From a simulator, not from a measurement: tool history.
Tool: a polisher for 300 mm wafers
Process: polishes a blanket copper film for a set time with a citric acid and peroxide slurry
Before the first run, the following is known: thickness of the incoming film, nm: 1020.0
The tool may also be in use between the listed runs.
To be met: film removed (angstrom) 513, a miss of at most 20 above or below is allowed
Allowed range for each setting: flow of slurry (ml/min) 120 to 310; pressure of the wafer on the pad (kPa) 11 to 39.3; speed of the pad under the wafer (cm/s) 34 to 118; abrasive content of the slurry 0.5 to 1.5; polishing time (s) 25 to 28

| run | day | flow of slurry (ml/min) | pressure of the wafer on the pad (kPa) | speed of the pad under the wafer (cm/s) | abrasive content of the slurry | polishing time (s) | film removed (angstrom) |
|---|---|---|---|---|---|---|---|
| 1 | 0 | 200 | 24.8 | 76 | 1 | 28 | 650.81 |
| 2 | 0.121 | 200 | 24.8 | 76 | 1.15 | 28 | 662.35 |
| 3 | 0.229 | 200 | 24.1 | 76 | 1.15 | 28 | 645.03 |
| 4 | 0.471 | 200 | 23.4 | 76 | 1.15 | 28 | 628.63 |
| 5 | 0.633 | 170 | 23.4 | 76 | 1.15 | 28 | 606.03 |
| 6 | 0.917 | 170 | 22.8 | 76 | 1.15 | 28 | 600.26 |
| 7 | 1.108 | 170 | 22.1 | 76 | 1.15 | 28 | 571.54 |
| 8 | 1.4 | 160 | 20.7 | 76 | 1.15 | 28 | 528.12 |
| 9 | 1.579 | 155 | 20.7 | 76 | 1.15 | 28 | 529.49 |

Pick the move, out of 4, that brings all results within their allowed miss; only one does.
| A | 1.758 | 155 | 17.9 | 82 | 0.95 | 28 | ? |
| B | 1.758 | 135 | 22.1 | 70 | 1.1 | 28 | ? |
| C | 1.758 | 160 | 22.8 | 72 | 1.2 | 28 | ? |
| D | 1.758 | 165 | 22.8 | 88 | 0.85 | 26 | ? |

| move | film removed (angstrom) |
|---|---|
| A | 481.65 |
| B | 512.81 |
| C | 568.38 |
| D | 594.6 |
A: moves the result that the last run missed by most past its target, out the other side
B: hits every target within its allowed miss
C: lands further from the targets than the last run did
D: lands further from the targets than the last run did
B meets every target.
